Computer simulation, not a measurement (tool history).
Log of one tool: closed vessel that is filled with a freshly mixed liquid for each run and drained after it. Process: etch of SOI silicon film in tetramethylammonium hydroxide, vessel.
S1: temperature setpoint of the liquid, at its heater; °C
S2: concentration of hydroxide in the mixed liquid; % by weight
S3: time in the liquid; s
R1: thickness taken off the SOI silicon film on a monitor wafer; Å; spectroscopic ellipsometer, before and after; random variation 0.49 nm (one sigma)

| run | hour | S1 | S2 | S3 | R1 |
|---|---|---|---|---|---|
| 1 | 0 | 59 | 20 | 30 | 764.95 |
| 2 | 4.7 | 60.5 | 20 | 30 | 842.94 |
| 3 | 9.5 | 61.5 | 20 | 30 | 891.34 |
| 4 | 17.5 | 61.5 | 18 | 30 | 937.85 |
| 5 | 18.1 | 61.5 | 14.5 | 30 | 1007.5 |
| 6 | 27 | 56 | 14.5 | 30 | 717.26 |
| 7 | 31.3 | 58 | 14.5 | 30 | 816.61 |
| 8 | 35.7 | 59.5 | 14.5 | 30 | 902.05 |
| 9 | 41.7 | 60.5 | 14.5 | 30 | 953.6 |
| 10 | 49.7 | 61 | 14.5 | 30 | 990.76 |

Run 11 comes next. What will it give?
| 11 | 53 | 61.5 | 14.5 | 30 | ? |

Run 11 gave R1 1017.7 Å.
